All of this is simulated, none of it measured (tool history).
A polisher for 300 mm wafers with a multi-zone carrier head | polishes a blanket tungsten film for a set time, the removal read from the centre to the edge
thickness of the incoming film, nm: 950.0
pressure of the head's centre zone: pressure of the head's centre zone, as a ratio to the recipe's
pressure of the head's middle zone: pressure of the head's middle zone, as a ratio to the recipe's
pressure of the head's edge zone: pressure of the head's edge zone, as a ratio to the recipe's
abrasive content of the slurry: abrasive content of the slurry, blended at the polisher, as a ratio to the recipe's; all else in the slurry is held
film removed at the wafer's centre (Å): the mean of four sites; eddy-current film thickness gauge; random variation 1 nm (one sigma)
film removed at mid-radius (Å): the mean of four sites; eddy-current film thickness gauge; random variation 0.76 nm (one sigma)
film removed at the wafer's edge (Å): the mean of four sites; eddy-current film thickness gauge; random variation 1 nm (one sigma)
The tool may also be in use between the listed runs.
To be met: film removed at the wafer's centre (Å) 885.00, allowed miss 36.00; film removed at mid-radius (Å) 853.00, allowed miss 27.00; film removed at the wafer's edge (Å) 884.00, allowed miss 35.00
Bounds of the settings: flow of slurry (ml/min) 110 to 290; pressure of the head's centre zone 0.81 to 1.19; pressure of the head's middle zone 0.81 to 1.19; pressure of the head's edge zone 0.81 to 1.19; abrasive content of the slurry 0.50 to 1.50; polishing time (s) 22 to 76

run  hour  flow of slurry (ml/min)  pressure of the head's centre zone  pressure of the head's middle zone  pressure of the head's edge zone  abrasive content of the slurry  polishing time (s)  film removed at the wafer's centre (Å)  film removed at mid-radius (Å)  film removed at the wafer's edge (Å)
  1   0.0                      185                                1.00                                1.00                              1.00                            1.00                  49                                 1133.70                         1157.40                               1174.50
  2   4.5                      185                                1.06                                1.00                              1.00                            1.00                  49                                 1222.20                         1166.40                               1157.00
  3   5.9                      185                                1.06                                1.00                              1.00                            0.85                  49                                 1149.40                         1087.10                               1109.70
  4   9.6                      185                                1.06                                1.00                              1.06                            0.85                  49                                 1147.90                         1080.50                               1140.30
  5  16.6                      185                                1.06                                1.00                              1.06                            0.85                  42                                  990.10                          921.98                                998.26
  6  21.1                      185                                1.06                                1.00                              1.06                            0.85                  49                                 1138.10                         1115.10                               1136.20
  7  28.9                      175                                1.05                                1.01                              1.01                            0.75                  48                                 1054.20                         1031.70                               1026.50
  8  33.2                      160                                1.03                                0.98                              0.98                            0.70                  48                                 1006.90                          951.89                                997.67
  9  37.0                      160                                1.03                                0.98                              0.98                            0.70                  48                                  973.85                          960.43                                993.61
 10  38.3                      135                                1.00                                0.91                              0.88                            0.50                  47                                  798.88                          740.35                                773.07
 11  39.0                      160                                1.00                                0.92                              0.90                            0.50                  47                                  808.02                          752.03                                794.32
 12  45.7                      200                                1.04                                1.02                              0.99                            0.70                  48                                 1043.10                         1033.60                               1005.00
 13  53.8                      195                                1.02                                0.99                              0.95                            0.70                  48                                 1006.90                          986.90                               1013.40
 14  54.5                      175                                1.01                                0.97                              0.93                            0.70                  48                                  970.08                          955.08                                963.28
     60.8  -- slurry nozzle cleaned
 15  60.8                      165                                1.00                                0.95                              0.91                            0.70                  48                                 1021.70                          971.90                                993.76
 16  62.5                      160                                1.01                                0.95                              0.93                            0.65                  48                                  992.98                          929.32                                937.48
 17  66.6                      160                                0.99                                0.94                              0.93                            0.60                  48                                  943.08                          895.41                                923.17

4 next moves are on the table. One of them brings every result within its allowed miss. Which?
  A  70.7                      140                                0.95                                0.89                              0.85                            0.50                  53                                       ?                               ?                                     ?
  B  70.7                      165                                0.97                                1.01                              0.91                            0.70                  43                                       ?                               ?                                     ?
  C  70.7                      220                                0.96                                0.82                              0.93                            0.70                  42                                       ?                               ?                                     ?
  D  70.7                      155                                0.91                                0.85                              0.99                            0.65                  48                                       ?                               ?                                     ?

move  film removed at the wafer's centre (Å)  film removed at mid-radius (Å)  film removed at the wafer's edge (Å)
   A                                  898.85                          861.91                                879.28
   B                                  892.23                          928.51                                873.90
   C                                  887.52                          783.37                                881.70
   D                                  897.78                          864.75                                981.25
A: meets every target
B: brings the result that was furthest off to its target, and leaves another outside
C: brings the result that was furthest off to its target, and leaves another outside
D: brings the result that was furthest off to its target, and leaves another outside
The right move is A.

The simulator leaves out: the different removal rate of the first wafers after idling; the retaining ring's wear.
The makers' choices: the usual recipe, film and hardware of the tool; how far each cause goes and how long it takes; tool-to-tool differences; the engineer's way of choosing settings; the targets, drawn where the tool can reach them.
